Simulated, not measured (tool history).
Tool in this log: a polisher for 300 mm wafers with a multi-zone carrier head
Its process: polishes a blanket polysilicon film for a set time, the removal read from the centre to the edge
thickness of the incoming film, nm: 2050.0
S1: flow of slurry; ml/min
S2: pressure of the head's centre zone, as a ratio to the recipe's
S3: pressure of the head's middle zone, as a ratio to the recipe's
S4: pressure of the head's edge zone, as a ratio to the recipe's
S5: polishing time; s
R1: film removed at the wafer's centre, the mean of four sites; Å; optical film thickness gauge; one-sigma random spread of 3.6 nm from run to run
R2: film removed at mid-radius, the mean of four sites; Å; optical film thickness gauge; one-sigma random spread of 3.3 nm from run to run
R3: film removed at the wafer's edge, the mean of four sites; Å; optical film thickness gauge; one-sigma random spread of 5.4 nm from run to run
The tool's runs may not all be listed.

Run 1, hour 0: S1 310 ml/min, S2 1, S3 1, S4 1, S5 70 s. Result: R1 3801 Å, R2 3859.1 Å, R3 3961.9 Å.
Run 2, hour 0.7: S1 315 ml/min, S2 1.02, S3 1, S4 1.03, S5 75 s. Result: R1 4155.7 Å, R2 4142.3 Å, R3 4328.8 Å.
Run 3, hour 6.6: S1 315 ml/min, S2 1.02, S3 1, S4 0.98, S5 75 s. Result: R1 4191.6 Å, R2 4137.6 Å, R3 4214.7 Å.
Run 4, hour 8.6: S1 320 ml/min, S2 1.04, S3 1, S4 1.02, S5 79 s. Result: R1 4525.6 Å, R2 4384.7 Å, R3 4582.3 Å.
Run 5, hour 14.4: S1 320 ml/min, S2 1.08, S3 1, S4 1.02, S5 79 s. Result: R1 4626.9 Å, R2 4350.4 Å, R3 4541.6 Å.
Run 6, hour 18.4: S1 320 ml/min, S2 1.08, S3 1, S4 0.96, S5 79 s. Result: R1 4685.6 Å, R2 4320.6 Å, R3 4453.3 Å.

The next listed run, before its measurement:
Run 7, hour 20.9: S1 335 ml/min, S2 1.11, S3 0.95, S4 1.06, S5 98 s. Result: R1 ?, R2 ?, R3 ?.

R1: 5965.7 Å
R2: 5187.8 Å
R3: 5701.7 Å

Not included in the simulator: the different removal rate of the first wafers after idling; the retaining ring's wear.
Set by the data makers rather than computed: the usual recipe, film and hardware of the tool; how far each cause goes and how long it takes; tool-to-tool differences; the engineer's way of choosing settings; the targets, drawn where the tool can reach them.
